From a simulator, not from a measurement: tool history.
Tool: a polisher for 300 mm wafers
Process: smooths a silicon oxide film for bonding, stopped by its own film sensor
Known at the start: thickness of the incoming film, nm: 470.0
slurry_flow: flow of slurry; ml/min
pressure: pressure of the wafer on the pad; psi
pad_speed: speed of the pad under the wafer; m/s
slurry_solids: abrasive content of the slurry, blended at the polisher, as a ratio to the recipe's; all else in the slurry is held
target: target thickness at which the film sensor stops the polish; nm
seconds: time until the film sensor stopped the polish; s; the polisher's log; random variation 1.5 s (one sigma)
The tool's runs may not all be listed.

run,hour,slurry_flow,pressure,pad_speed,slurry_solids,target,seconds
1,0.0,195,1.6,0.88,1.0,377,229.99
2,8.7,195,1.6,0.88,1.0,372,237.98
3,16.3,195,1.7,0.88,1.0,372,222.57
4,17.0,240,1.7,0.88,1.0,372,217.75
5,25.6,240,1.8,0.88,1.0,372,204.75
6,32.7,275,1.8,0.88,1.0,372,207.89

Forecast run 7:
7,34.5,275,1.9,0.88,1.0,372,?

Run 7 gave seconds 197.56 s.

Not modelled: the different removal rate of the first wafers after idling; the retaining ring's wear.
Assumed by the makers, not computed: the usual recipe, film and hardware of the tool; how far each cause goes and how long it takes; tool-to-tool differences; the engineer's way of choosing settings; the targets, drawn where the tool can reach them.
